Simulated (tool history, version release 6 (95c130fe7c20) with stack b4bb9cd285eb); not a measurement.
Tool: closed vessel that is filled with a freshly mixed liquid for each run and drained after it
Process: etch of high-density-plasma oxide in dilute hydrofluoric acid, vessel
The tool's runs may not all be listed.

run,hour,temperature setpoint of the liquid (C),parts of water to one part of 49 % hydrofluoric acid (parts by volume),time in the liquid (s),thickness taken off the high-density-plasma oxide on a monitor wafer (Å)
1,0.0,23.0,85,1435,961.95
2,5.2,23.0,85,1435,956.81
3,13.5,23.0,100,1435,795.63
4,18.8,23.0,100,1435,802.17
5,27.1,23.0,130,1435,593.80
6,34.9,23.5,130,1435,608.29
7,37.7,24.0,130,1435,611.63

Run 8 comes next. What will it give?
# hour 43.1: thermometer replaced
8,43.1,24.5,130,1435,?

{"run 8": {"thickness taken off the high-density-plasma oxide on a monitor wafer (Å)": 596.66}}
